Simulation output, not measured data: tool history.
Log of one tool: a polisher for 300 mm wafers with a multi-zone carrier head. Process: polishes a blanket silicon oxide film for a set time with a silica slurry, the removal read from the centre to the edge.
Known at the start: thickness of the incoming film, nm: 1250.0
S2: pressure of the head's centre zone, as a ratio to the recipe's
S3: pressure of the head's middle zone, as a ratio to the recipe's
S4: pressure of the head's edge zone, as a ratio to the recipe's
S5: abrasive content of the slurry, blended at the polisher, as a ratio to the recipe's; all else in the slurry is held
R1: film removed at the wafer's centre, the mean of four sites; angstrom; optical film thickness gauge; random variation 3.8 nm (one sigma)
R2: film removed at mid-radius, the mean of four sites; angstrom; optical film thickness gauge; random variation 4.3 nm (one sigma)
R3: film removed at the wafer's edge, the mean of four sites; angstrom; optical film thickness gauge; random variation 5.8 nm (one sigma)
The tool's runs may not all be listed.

run 1 hour=0 | flow_of_slurry_(ml/min)=220 S2=1 S3=1 S4=1 S5=1 polishing_time_(s)=78 | R1=4849.9 R2=4792 R3=4880.3
run 2 hour=8.7 | flow_of_slurry_(ml/min)=220 S2=1.03 S3=1 S4=1 S5=1 polishing_time_(s)=78 | R1=4977.6 R2=4749.4 R3=4954.7
run 3 hour=14.8 | flow_of_slurry_(ml/min)=220 S2=1.03 S3=1 S4=1 S5=1 polishing_time_(s)=70 | R1=4472.5 R2=4302.5 R3=4420.7
run 4 hour=23.2 | flow_of_slurry_(ml/min)=220 S2=1.03 S3=1 S4=1 S5=1.2 polishing_time_(s)=70 | R1=4928.6 R2=4752.1 R3=4843.7
run 5 hour=30.4 | flow_of_slurry_(ml/min)=220 S2=1.03 S3=1 S4=0.96 S5=1.2 polishing_time_(s)=70 | R1=4847 R2=4772.9 R3=4797.1
run 6 hour=36.7 | flow_of_slurry_(ml/min)=220 S2=1 S3=1 S4=0.96 S5=1.2 polishing_time_(s)=70 | R1=4674.9 R2=4690.7 R3=4678.5
run 7 hour=40.4 | flow_of_slurry_(ml/min)=210 S2=0.99 S3=0.95 S4=0.98 S5=1.2 polishing_time_(s)=70 | R1=4679.3 R2=4487.3 R3=4778.5
run 8 hour=47.9 | flow_of_slurry_(ml/min)=200 S2=0.98 S3=0.92 S4=0.98 S5=1.2 polishing_time_(s)=70 | R1=4577.2 R2=4294.3 R3=4716.6
run 9 hour=49.6 | flow_of_slurry_(ml/min)=190 S2=0.98 S3=0.9 S4=0.99 S5=1.2 polishing_time_(s)=70 | R1=4552.5 R2=4219.7 R3=4749.7
run 10 hour=55.4 | flow_of_slurry_(ml/min)=185 S2=0.98 S3=0.88 S4=0.99 S5=1.2 polishing_time_(s)=70 | R1=4538.4 R2=4147.7 R3=4680.2

Forecast run 11:
run 11 hour=56.8 | flow_of_slurry_(ml/min)=180 S2=0.98 S3=0.86 S4=1.01 S5=1.2 polishing_time_(s)=70 | R1=? R2=? R3=?

{"run 11": {"R1": 4514.9, "R2": 4026.1, "R3": 4716.7}}
